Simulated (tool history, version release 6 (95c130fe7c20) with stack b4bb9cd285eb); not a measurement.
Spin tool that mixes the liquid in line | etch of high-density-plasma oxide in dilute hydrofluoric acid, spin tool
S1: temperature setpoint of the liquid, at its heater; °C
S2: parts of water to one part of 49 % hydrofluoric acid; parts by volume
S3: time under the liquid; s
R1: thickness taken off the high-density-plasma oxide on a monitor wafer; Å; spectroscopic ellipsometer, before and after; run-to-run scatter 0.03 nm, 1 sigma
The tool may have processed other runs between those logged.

run,day,S1,S2,S3,R1
1,0.000,26.0,270,245,73.528
2,0.075,29.0,270,245,82.978
3,0.317,25.5,290,245,66.570
4,0.529,23.5,305,245,57.619
5,0.608,22.0,315,245,52.778
# day 0.967: thermometer replaced
6,0.967,21.0,325,245,46.836
7,1.188,20.0,325,245,45.363
8,1.492,19.5,325,245,43.943
9,1.812,19.5,325,245,44.233

For run 10, what comes out?
10,1.938,19.0,325,245,?

Run 10 came out at R1 43.873 Å.
